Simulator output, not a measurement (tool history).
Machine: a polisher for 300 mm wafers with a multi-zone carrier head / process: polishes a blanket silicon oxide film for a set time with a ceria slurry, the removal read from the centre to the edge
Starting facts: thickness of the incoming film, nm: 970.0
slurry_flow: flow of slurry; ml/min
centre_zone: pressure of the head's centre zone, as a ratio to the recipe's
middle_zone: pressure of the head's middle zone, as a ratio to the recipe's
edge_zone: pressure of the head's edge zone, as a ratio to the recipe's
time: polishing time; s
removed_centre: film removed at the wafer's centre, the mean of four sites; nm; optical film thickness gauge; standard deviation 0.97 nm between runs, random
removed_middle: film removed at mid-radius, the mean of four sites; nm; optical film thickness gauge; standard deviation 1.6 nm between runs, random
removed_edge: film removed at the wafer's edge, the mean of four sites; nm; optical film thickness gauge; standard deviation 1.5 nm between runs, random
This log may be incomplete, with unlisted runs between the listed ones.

run 1 day=0.000 | slurry_flow=145 centre_zone=1.00 middle_zone=1.00 edge_zone=1.00 time=35 | removed_centre=166.00 removed_middle=168.04 removed_edge=167.28
run 2 day=0.275 | slurry_flow=125 centre_zone=1.00 middle_zone=1.00 edge_zone=1.00 time=35 | removed_centre=159.25 removed_middle=163.27 removed_edge=161.05
run 3 day=0.617 | slurry_flow=125 centre_zone=0.93 middle_zone=1.00 edge_zone=1.00 time=35 | removed_centre=150.61 removed_middle=160.91 removed_edge=159.70
run 4 day=0.975 | slurry_flow=125 centre_zone=0.93 middle_zone=1.00 edge_zone=1.00 time=40 | removed_centre=170.54 removed_middle=188.15 removed_edge=185.10
run 5 day=1.150 | slurry_flow=125 centre_zone=0.93 middle_zone=1.00 edge_zone=1.00 time=47 | removed_centre=199.33 removed_middle=219.61 removed_edge=209.81
run 6 day=1.362 | slurry_flow=120 centre_zone=0.95 middle_zone=0.98 edge_zone=0.96 time=42 | removed_centre=180.61 removed_middle=192.30 removed_edge=188.81
run 7 day=1.654 | slurry_flow=120 centre_zone=0.98 middle_zone=0.99 edge_zone=0.94 time=38 | removed_centre=165.65 removed_middle=168.93 removed_edge=167.84
run 8 day=1.975 | slurry_flow=115 centre_zone=0.99 middle_zone=1.00 edge_zone=0.91 time=36 | removed_centre=159.73 removed_middle=166.03 removed_edge=157.43
run 9 day=2.296 | slurry_flow=110 centre_zone=1.00 middle_zone=0.99 edge_zone=0.89 time=34 | removed_centre=149.10 removed_middle=152.14 removed_edge=143.88

Run 10 has not been measured yet. What should we expect?
run 10 day=2.438 | slurry_flow=105 centre_zone=1.00 middle_zone=0.97 edge_zone=0.87 time=33 | removed_centre=? removed_middle=? removed_edge=?

removed_centre: 143.04 nm
removed_middle: 141.78 nm
removed_edge: 137.01 nm

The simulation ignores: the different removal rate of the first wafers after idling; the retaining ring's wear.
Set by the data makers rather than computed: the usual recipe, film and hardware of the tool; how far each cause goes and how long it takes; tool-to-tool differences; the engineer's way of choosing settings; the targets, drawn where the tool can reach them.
